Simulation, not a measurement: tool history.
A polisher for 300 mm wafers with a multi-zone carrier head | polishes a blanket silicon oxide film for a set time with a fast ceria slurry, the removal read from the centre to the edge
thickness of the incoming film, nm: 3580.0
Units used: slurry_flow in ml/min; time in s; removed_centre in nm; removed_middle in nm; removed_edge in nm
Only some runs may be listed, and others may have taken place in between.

run	day	slurry_flow	centre_zone	middle_zone	edge_zone	time	removed_centre	removed_middle	removed_edge
1	0.000	200	1.00	1.00	1.00	64	808.16	839.90	836.27
2	0.146	195	0.96	1.01	1.00	64	797.21	841.55	821.11
3	0.433	195	0.96	1.01	1.00	70	865.26	903.03	907.95
4	0.667	195	0.96	1.01	1.04	70	847.65	912.67	929.11
5	0.821	195	0.92	1.01	1.04	70	824.06	911.45	922.93
6	0.971	190	0.89	1.02	1.04	68	778.96	916.62	909.97

Expected results for the next run?
7	1.058	185	0.87	1.01	1.03	66	?	?	?

removed_centre: 746.36 nm
removed_middle: 863.18 nm
removed_edge: 861.77 nm
